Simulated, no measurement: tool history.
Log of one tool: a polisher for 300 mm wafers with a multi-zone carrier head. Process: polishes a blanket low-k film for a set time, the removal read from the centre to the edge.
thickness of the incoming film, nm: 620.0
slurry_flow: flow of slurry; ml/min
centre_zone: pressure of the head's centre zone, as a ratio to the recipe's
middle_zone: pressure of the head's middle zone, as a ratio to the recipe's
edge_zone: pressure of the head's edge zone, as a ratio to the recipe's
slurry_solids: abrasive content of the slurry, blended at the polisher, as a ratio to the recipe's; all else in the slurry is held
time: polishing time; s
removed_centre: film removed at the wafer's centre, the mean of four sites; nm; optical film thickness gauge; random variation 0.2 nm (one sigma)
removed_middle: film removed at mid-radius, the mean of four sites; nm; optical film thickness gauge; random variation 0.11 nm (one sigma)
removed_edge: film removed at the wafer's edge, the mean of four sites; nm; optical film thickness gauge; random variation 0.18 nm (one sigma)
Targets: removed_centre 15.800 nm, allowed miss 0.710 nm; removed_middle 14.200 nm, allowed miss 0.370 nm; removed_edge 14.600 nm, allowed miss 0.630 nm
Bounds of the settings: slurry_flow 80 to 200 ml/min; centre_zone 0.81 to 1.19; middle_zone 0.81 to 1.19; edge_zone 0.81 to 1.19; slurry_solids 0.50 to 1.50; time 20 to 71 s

{"run": 1, "day": 0.0, "slurry_flow": 130, "centre_zone": 1.0, "middle_zone": 1.0, "edge_zone": 1.0, "slurry_solids": 1.0, "time": 45, "removed_centre": 17.879, "removed_middle": 17.391, "removed_edge": 16.96}
{"run": 2, "day": 0.175, "slurry_flow": 125, "centre_zone": 1.0, "middle_zone": 0.99, "edge_zone": 0.99, "slurry_solids": 1.0, "time": 45, "removed_centre": 17.196, "removed_middle": 17.142, "removed_edge": 16.914}
{"run": 3, "day": 0.279, "slurry_flow": 125, "centre_zone": 1.01, "middle_zone": 0.98, "edge_zone": 0.98, "slurry_solids": 1.0, "time": 45, "removed_centre": 17.421, "removed_middle": 16.798, "removed_edge": 17.186}
{"run": 4, "day": 0.604, "slurry_flow": 125, "centre_zone": 1.02, "middle_zone": 0.98, "edge_zone": 0.98, "slurry_solids": 0.95, "time": 45, "removed_centre": 17.272, "removed_middle": 16.355, "removed_edge": 16.32}
{"run": 5, "day": 0.925, "slurry_flow": 125, "centre_zone": 1.02, "middle_zone": 0.98, "edge_zone": 1.01, "slurry_solids": 0.95, "time": 45, "removed_centre": 17.127, "removed_middle": 16.413, "removed_edge": 16.732}
{"run": 6, "day": 1.008, "slurry_flow": 125, "centre_zone": 1.02, "middle_zone": 0.98, "edge_zone": 1.01, "slurry_solids": 0.75, "time": 45, "removed_centre": 15.51, "removed_middle": 15.292, "removed_edge": 15.277}
{"run": 7, "day": 1.062, "slurry_flow": 125, "centre_zone": 1.03, "middle_zone": 0.98, "edge_zone": 1.0, "slurry_solids": 0.75, "time": 45, "removed_centre": 16.157, "removed_middle": 15.223, "removed_edge": 15.63}
{"run": 8, "day": 1.333, "slurry_flow": 125, "centre_zone": 1.03, "middle_zone": 0.98, "edge_zone": 0.99, "slurry_solids": 0.75, "time": 45, "removed_centre": 15.551, "removed_middle": 15.002, "removed_edge": 15.613}
{"run": 9, "day": 1.542, "slurry_flow": 125, "centre_zone": 1.03, "middle_zone": 0.98, "edge_zone": 0.99, "slurry_solids": 0.75, "time": 45, "removed_centre": 15.669, "removed_middle": 15.099, "removed_edge": 15.511}
{"run": 10, "day": 1.592, "slurry_flow": 125, "centre_zone": 1.03, "middle_zone": 0.98, "edge_zone": 0.99, "slurry_solids": 0.75, "time": 45, "removed_centre": 15.934, "removed_middle": 15.147, "removed_edge": 15.332}
{"run": 11, "day": 1.758, "slurry_flow": 125, "centre_zone": 1.03, "middle_zone": 0.98, "edge_zone": 0.98, "slurry_solids": 0.75, "time": 45, "removed_centre": 15.624, "removed_middle": 15.168, "removed_edge": 15.051}
{"run": 12, "day": 1.85, "slurry_flow": 125, "centre_zone": 1.04, "middle_zone": 0.98, "edge_zone": 0.98, "slurry_solids": 0.75, "time": 45, "removed_centre": 16.237, "removed_middle": 15.087, "removed_edge": 15.186}

Which of these 4 next moves meets every target?
{"run": "A", "day": 1.942, "slurry_flow": 135, "centre_zone": 1.04, "middle_zone": 0.91, "edge_zone": 0.86, "slurry_solids": 0.6, "time": 48, "removed_centre": "?", "removed_middle": "?", "removed_edge": "?"}
{"run": "B", "day": 1.942, "slurry_flow": 110, "centre_zone": 0.99, "middle_zone": 0.98, "edge_zone": 1.0, "slurry_solids": 0.6, "time": 47, "removed_centre": "?", "removed_middle": "?", "removed_edge": "?"}
{"run": "C", "day": 1.942, "slurry_flow": 80, "centre_zone": 1.12, "middle_zone": 0.93, "edge_zone": 1.0, "slurry_solids": 0.75, "time": 50, "removed_centre": "?", "removed_middle": "?", "removed_edge": "?"}
{"run": "D", "day": 1.942, "slurry_flow": 115, "centre_zone": 1.02, "middle_zone": 0.81, "edge_zone": 1.09, "slurry_solids": 0.75, "time": 47, "removed_centre": "?", "removed_middle": "?", "removed_edge": "?"}

move=A removed_centre=15.683 removed_middle=14.154 removed_edge=15.043
move=B removed_centre=14.047 removed_middle=14.040 removed_edge=14.935
move=C removed_centre=15.701 removed_middle=14.001 removed_edge=16.108
move=D removed_centre=15.705 removed_middle=13.127 removed_edge=16.832
A: meets every target
B: brings the result that was furthest off to its target, and leaves another outside
C: brings the result that was furthest off to its target, and leaves another outside
D: takes the result that was furthest off past its target
Answer: A

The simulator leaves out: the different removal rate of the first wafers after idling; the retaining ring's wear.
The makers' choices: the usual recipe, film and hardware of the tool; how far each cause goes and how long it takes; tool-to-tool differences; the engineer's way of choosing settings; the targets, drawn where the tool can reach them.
